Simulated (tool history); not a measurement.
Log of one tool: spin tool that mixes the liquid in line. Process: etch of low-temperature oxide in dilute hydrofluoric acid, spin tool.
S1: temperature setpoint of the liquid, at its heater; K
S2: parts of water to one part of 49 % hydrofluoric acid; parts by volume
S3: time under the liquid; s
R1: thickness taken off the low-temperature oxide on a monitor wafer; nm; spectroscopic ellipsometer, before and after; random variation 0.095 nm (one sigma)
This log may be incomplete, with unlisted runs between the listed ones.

{"run": 1, "hour": 0.0, "S1": 296.15, "S2": 255, "S3": 260, "R1": 31.659}
{"run": 2, "hour": 0.9, "S1": 295.15, "S2": 265, "S3": 260, "R1": 29.067}
{"run": 3, "hour": 6.5, "S1": 295.15, "S2": 205, "S3": 260, "R1": 39.598}
{"run": 4, "hour": 7.6, "S1": 295.15, "S2": 165, "S3": 260, "R1": 51.759}
{"run": 5, "hour": 16.5, "S1": 294.15, "S2": 195, "S3": 260, "R1": 40.521}
{"run": 6, "hour": 25.6, "S1": 293.15, "S2": 215, "S3": 260, "R1": 34.823}
{"run": 7, "hour": 31.9, "S1": 292.65, "S2": 230, "S3": 260, "R1": 31.541}
{"run": 8, "hour": 37.4, "S1": 292.15, "S2": 245, "S3": 260, "R1": 28.712}

Run 9, settings as shown, results not yet in. Your forecast:
{"run": 9, "hour": 42.7, "S1": 291.65, "S2": 255, "S3": 260, "R1": "?"}

R1: 26.777 nm

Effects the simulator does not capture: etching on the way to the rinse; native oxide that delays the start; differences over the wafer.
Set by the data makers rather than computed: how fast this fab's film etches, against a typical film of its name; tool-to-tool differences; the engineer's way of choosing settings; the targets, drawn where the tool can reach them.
